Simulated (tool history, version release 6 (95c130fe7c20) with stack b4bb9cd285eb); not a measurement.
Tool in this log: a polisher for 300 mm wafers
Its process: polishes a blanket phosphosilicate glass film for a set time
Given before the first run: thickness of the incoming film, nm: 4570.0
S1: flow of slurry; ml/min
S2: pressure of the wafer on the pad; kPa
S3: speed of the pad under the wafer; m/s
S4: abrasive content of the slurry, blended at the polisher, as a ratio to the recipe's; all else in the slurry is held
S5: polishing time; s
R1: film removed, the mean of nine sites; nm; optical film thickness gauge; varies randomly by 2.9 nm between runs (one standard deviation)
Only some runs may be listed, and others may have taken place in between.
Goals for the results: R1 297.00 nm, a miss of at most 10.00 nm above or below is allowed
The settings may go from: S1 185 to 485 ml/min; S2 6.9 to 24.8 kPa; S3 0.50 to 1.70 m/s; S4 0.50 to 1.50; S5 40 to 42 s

Run 1, hour 0.0: S1 310 ml/min, S2 15.9 kPa, S3 1.10 m/s, S4 1.00, S5 40 s. Result: R1 245.37 nm.
Run 2, hour 1.5: S1 310 ml/min, S2 15.9 kPa, S3 1.10 m/s, S4 1.00, S5 40 s. Result: R1 245.10 nm.
Run 3, hour 5.5: S1 310 ml/min, S2 15.9 kPa, S3 0.94 m/s, S4 1.00, S5 40 s. Result: R1 216.71 nm.
Run 4, hour 9.9: S1 310 ml/min, S2 15.9 kPa, S3 0.68 m/s, S4 1.00, S5 40 s. Result: R1 165.04 nm.
Run 5, hour 16.1: S1 310 ml/min, S2 17.9 kPa, S3 0.68 m/s, S4 1.00, S5 40 s. Result: R1 189.86 nm.
Run 6, hour 18.0: S1 240 ml/min, S2 17.9 kPa, S3 0.68 m/s, S4 1.00, S5 40 s. Result: R1 181.59 nm.
Run 7, hour 22.6: S1 325 ml/min, S2 22.1 kPa, S3 0.70 m/s, S4 1.00, S5 40 s. Result: R1 231.77 nm.
Run 8, hour 27.4: S1 325 ml/min, S2 22.8 kPa, S3 0.72 m/s, S4 1.00, S5 40 s. Result: R1 246.54 nm.
Run 9, hour 28.3: S1 325 ml/min, S2 23.4 kPa, S3 0.74 m/s, S4 1.00, S5 40 s. Result: R1 258.67 nm.
Run 10, hour 30.2: S1 325 ml/min, S2 23.4 kPa, S3 0.76 m/s, S4 1.00, S5 40 s. Result: R1 264.35 nm.
Run 11, hour 32.2: S1 325 ml/min, S2 23.4 kPa, S3 0.78 m/s, S4 1.00, S5 40 s. Result: R1 270.16 nm.
Run 12, hour 40.8: S1 325 ml/min, S2 24.1 kPa, S3 0.80 m/s, S4 1.00, S5 40 s. Result: R1 283.22 nm.

Consider the 5 candidate settings below. Which is the only one whose results all fall within their allowed miss of target?
Run A, hour 49.4: S1 325 ml/min, S2 24.1 kPa, S3 0.86 m/s, S4 1.05, S5 41 s. Result: R1 ?.
Run B, hour 49.4: S1 310 ml/min, S2 20.0 kPa, S3 0.84 m/s, S4 1.20, S5 40 s. Result: R1 ?.
Run C, hour 49.4: S1 330 ml/min, S2 24.8 kPa, S3 0.82 m/s, S4 1.05, S5 42 s. Result: R1 ?.
Run D, hour 49.4: S1 320 ml/min, S2 22.1 kPa, S3 1.06 m/s, S4 0.80, S5 41 s. Result: R1 ?.
Run E, hour 49.4: S1 255 ml/min, S2 22.8 kPa, S3 0.82 m/s, S4 0.90, S5 41 s. Result: R1 ?.

move      R1
   A  315.29
   B  266.74
   C  319.80
   D  296.52
   E  261.27
A: takes the result that was furthest off past its target
B: lands further from the targets than the last run did
C: takes the result that was furthest off past its target
D: each result inside its tolerance
E: lands further from the targets than the last run did
Go with D: it meets all targets.

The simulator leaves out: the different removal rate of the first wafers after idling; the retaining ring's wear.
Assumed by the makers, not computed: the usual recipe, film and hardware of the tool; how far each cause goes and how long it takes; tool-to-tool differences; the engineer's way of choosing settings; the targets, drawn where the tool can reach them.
